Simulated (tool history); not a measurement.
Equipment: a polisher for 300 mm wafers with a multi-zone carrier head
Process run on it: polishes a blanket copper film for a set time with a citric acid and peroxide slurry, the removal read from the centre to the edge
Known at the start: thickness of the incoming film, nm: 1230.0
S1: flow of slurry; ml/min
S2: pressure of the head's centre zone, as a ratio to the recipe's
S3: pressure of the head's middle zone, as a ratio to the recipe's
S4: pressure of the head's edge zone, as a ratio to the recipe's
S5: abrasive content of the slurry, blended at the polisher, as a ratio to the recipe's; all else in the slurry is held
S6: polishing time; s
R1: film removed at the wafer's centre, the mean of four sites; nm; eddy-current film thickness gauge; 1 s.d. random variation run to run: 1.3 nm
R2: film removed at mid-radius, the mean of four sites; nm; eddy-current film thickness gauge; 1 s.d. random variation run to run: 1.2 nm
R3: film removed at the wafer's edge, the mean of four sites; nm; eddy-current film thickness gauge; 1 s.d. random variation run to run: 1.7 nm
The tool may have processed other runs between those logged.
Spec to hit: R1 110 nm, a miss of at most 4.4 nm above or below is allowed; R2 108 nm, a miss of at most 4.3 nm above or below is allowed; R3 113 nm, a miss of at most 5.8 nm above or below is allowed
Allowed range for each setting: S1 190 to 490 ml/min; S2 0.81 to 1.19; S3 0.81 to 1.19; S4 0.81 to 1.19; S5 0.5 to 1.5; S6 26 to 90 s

{"run": 1, "hour": 0.0, "S1": 315, "S2": 1, "S3": 1, "S4": 1, "S5": 1, "S6": 58, "R1": 125.05, "R2": 131.61, "R3": 126.35}
{"run": 2, "hour": 5.4, "S1": 315, "S2": 1, "S3": 1, "S4": 1, "S5": 1, "S6": 63, "R1": 134.3, "R2": 143.01, "R3": 137.57}
{"run": 3, "hour": 13.3, "S1": 315, "S2": 1, "S3": 1.06, "S4": 1, "S5": 1, "S6": 63, "R1": 135.23, "R2": 151.68, "R3": 139.64}
{"run": 4, "hour": 16.7, "S1": 315, "S2": 1, "S3": 1.06, "S4": 1, "S5": 0.9, "S6": 63, "R1": 133.63, "R2": 148.11, "R3": 133.08}
{"run": 5, "hour": 25.6, "S1": 315, "S2": 1.07, "S3": 1.06, "S4": 1, "S5": 0.9, "S6": 63, "R1": 142.09, "R2": 145.72, "R3": 137.82}
{"run": 6, "hour": 28.2, "S1": 310, "S2": 1.04, "S3": 1.01, "S4": 1.01, "S5": 0.8, "S6": 62, "R1": 133.99, "R2": 136.42, "R3": 132.38}
{"run": 7, "hour": 36.0, "S1": 305, "S2": 1.02, "S3": 0.97, "S4": 1.01, "S5": 0.75, "S6": 61, "R1": 128.25, "R2": 127.64, "R3": 129.08}
{"run": 8, "hour": 43.5, "S1": 305, "S2": 1, "S3": 0.95, "S4": 1, "S5": 0.7, "S6": 60, "R1": 121.62, "R2": 122.11, "R3": 126.78}
{"run": 9, "hour": 44.1, "S1": 305, "S2": 1, "S3": 0.92, "S4": 0.92, "S5": 0.5, "S6": 56, "R1": 105.66, "R2": 108.03, "R3": 102.7}
{"run": 10, "hour": 48.4, "S1": 305, "S2": 1, "S3": 0.92, "S4": 0.94, "S5": 0.5, "S6": 56, "R1": 104.11, "R2": 105.9, "R3": 107.23}
{"run": 11, "hour": 51.2, "S1": 305, "S2": 1.01, "S3": 0.92, "S4": 0.95, "S5": 0.5, "S6": 56, "R1": 105.43, "R2": 105.88, "R3": 103.53}

Exercise: of the 4 proposed moves below, exactly one satisfies all targets within the stated allowed misses. Which move is it?
{"run": "A", "hour": 54.0, "S1": 320, "S2": 1.01, "S3": 0.93, "S4": 1.02, "S5": 0.55, "S6": 56, "R1": "?", "R2": "?", "R3": "?"}
{"run": "B", "hour": 54.0, "S1": 335, "S2": 1.19, "S3": 1.07, "S4": 0.81, "S5": 0.5, "S6": 50, "R1": "?", "R2": "?", "R3": "?"}
{"run": "C", "hour": 54.0, "S1": 275, "S2": 1.01, "S3": 0.94, "S4": 0.81, "S5": 0.5, "S6": 54, "R1": "?", "R2": "?", "R3": "?"}
{"run": "D", "hour": 54.0, "S1": 290, "S2": 1.12, "S3": 1, "S4": 0.84, "S5": 0.5, "S6": 51, "R1": "?", "R2": "?", "R3": "?"}

move=A R1=107.22 R2=109.2 R3=110.17
move=B R1=109.8 R2=106.43 R3=87.15
move=C R1=100.1 R2=102.9 R3=92.929
move=D R1=104.42 R2=102.04 R3=89.482
A: each result inside its tolerance
B: misses by more than the last run did
C: misses by more than the last run did
D: misses by more than the last run did
Move A is the one to make.

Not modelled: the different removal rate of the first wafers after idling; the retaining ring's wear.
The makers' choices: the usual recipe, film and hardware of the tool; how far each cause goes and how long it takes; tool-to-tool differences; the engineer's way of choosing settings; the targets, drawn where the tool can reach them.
